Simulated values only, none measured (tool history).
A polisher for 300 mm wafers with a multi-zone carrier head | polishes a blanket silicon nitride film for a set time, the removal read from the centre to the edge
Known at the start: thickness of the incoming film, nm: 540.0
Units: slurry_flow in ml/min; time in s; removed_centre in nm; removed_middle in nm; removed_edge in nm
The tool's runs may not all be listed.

{"run": 1, "hour": 0.0, "slurry_flow": 300, "centre_zone": 1, "middle_zone": 1, "edge_zone": 1, "time": 78, "removed_centre": 146.52, "removed_middle": 149.56, "removed_edge": 145}
{"run": 2, "hour": 4.4, "slurry_flow": 300, "centre_zone": 1.05, "middle_zone": 1, "edge_zone": 1, "time": 78, "removed_centre": 153.01, "removed_middle": 150.84, "removed_edge": 147.3}
{"run": 3, "hour": 7.2, "slurry_flow": 310, "centre_zone": 1.07, "middle_zone": 0.98, "edge_zone": 0.99, "time": 82, "removed_centre": 163.61, "removed_middle": 155.57, "removed_edge": 155.07}
{"run": 4, "hour": 14.9, "slurry_flow": 310, "centre_zone": 1.07, "middle_zone": 0.94, "edge_zone": 0.99, "time": 82, "removed_centre": 161.54, "removed_middle": 150.3, "removed_edge": 151.69}
{"run": 5, "hour": 17.2, "slurry_flow": 320, "centre_zone": 1.09, "middle_zone": 0.93, "edge_zone": 0.99, "time": 86, "removed_centre": 172.37, "removed_middle": 155.65, "removed_edge": 163.47}
{"run": 6, "hour": 24.3, "slurry_flow": 320, "centre_zone": 1.11, "middle_zone": 0.93, "edge_zone": 0.97, "time": 89, "removed_centre": 185.24, "removed_middle": 161.45, "removed_edge": 164.85}
{"run": 7, "hour": 33.2, "slurry_flow": 325, "centre_zone": 1.12, "middle_zone": 0.93, "edge_zone": 0.98, "time": 91, "removed_centre": 189.53, "removed_middle": 164.82, "removed_edge": 169.45}
{"run": 8, "hour": 37.3, "slurry_flow": 325, "centre_zone": 1.12, "middle_zone": 0.93, "edge_zone": 0.98, "time": 91, "removed_centre": 187.37, "removed_middle": 167.54, "removed_edge": 167.02}

The next listed run, before its measurement:
{"run": 9, "hour": 37.9, "slurry_flow": 325, "centre_zone": 1.12, "middle_zone": 0.93, "edge_zone": 0.98, "time": 91, "removed_centre": "?", "removed_middle": "?", "removed_edge": "?"}

removed_centre: 186.72 nm
removed_middle: 164.51 nm
removed_edge: 169.26 nm
